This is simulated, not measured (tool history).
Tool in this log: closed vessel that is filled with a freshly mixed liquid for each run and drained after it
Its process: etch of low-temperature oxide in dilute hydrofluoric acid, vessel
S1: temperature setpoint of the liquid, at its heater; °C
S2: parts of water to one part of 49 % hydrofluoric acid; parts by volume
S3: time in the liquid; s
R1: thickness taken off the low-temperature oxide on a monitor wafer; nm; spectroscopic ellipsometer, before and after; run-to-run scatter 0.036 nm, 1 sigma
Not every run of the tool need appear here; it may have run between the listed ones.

run,day,S1,S2,S3,R1
1,0.000,26.0,105,30,7.0807
2,0.329,26.0,105,30,7.0973
3,0.642,22.5,105,30,6.1948
4,0.908,21.5,105,30,5.9266
5,1.042,21.5,85,30,7.5137
6,1.192,18.5,85,30,6.6763

What does the tool deliver on the next run?
7,1.442,18.5,90,30,?

R1: 6.1734 nm
